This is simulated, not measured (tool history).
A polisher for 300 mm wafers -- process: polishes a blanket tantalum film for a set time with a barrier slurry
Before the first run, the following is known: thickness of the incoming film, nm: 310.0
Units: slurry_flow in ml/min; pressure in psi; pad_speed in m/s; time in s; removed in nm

run  hour  slurry_flow  pressure  pad_speed  slurry_solids  time  removed
  1   0.0          230       1.6       1.22            1.0    36   61.025
  2   7.7          230       1.8       1.22            1.0    36   67.694
  3  13.9          230       1.8       0.96            1.0    36   53.337
  4  19.7          230       2.0       1.02            1.0    36   63.495
  5  28.0          230       2.0       1.02            1.0    36   64.798
  6  32.7          230       2.0       1.20            1.0    36   73.739
  7  41.4          230       2.1       1.22            1.0    36   78.422

What does the tool deliver on the next run?
  8  42.6          230       2.2       1.24            1.0    36        ?

Run 8 measured removed 83.264 nm.

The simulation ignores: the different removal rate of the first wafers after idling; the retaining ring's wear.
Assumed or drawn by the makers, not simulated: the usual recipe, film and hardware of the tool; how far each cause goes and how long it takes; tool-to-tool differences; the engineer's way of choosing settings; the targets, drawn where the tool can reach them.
